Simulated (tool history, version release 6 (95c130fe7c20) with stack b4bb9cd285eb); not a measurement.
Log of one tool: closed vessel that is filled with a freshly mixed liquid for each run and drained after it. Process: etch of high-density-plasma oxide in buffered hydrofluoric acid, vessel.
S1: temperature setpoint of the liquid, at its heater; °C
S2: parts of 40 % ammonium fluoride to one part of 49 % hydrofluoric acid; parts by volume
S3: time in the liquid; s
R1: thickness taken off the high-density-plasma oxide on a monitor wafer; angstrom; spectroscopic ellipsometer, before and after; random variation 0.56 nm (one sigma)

run  hour    S1    S2  S3      R1
  1   0.0  23.0  12.5  30  304.33
  2   8.8  23.0  12.5  30  298.54
  3  16.6  23.0  14.5  30  258.94
  4  21.6  23.0  16.5  30  229.28
  5  26.5  25.0  13.5  30  309.35
  6  32.4  23.5  13.5  30  290.86
  7  35.5  25.5  11.0  30  388.83
  8  36.6  27.0   9.5  30  485.17
     44.1  -- hydrofluoric acid flow meter replaced
  9  44.1  28.0   8.5  30  600.21

The next listed run, before its measurement:
 10  52.0  29.0  8.5  30   ?

Run 10 gave R1 631.73 angstrom.
